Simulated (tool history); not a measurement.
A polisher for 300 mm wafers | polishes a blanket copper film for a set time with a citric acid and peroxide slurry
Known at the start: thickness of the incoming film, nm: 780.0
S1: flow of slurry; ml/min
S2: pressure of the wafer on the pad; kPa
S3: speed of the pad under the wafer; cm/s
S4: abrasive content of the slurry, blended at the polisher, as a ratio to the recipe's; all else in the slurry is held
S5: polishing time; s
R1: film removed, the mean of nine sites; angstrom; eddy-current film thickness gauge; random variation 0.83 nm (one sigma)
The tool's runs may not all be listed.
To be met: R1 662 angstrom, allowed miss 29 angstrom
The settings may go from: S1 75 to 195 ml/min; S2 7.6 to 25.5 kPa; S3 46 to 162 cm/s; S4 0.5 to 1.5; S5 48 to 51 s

run,hour,S1,S2,S3,S4,S5,R1
1,0,125,16.5,104,1,48,832.84
2,1.2,120,15.9,104,1,48,786.16
3,3.7,120,15.9,104,0.85,48,757.72
4,11.2,120,15.9,104,0.75,48,729.17
5,16.9,115,15.9,104,0.75,48,721.66
6,25.9,115,11.7,104,0.75,48,528.8
7,34.6,135,14.5,106,0.75,48,697.72
8,38.2,130,14.5,106,0.75,48,691.2
9,43.5,125,14.5,106,0.75,48,691.51

Which of these 5 next moves meets every target?
A,48.8,105,15.2,124,0.65,48,?
B,48.8,115,15.2,114,0.75,48,?
C,48.8,125,15.9,102,0.65,49,?
D,48.8,120,13.8,120,0.7,48,?
E,48.8,110,12.4,122,0.9,48,?

move,R1
A,753.65
B,744.88
C,720.21
D,703.86
E,665.76
A: further off than the last run
B: further off than the last run
C: further off than the last run
D: further off than the last run
E: meets every target
Answer: E
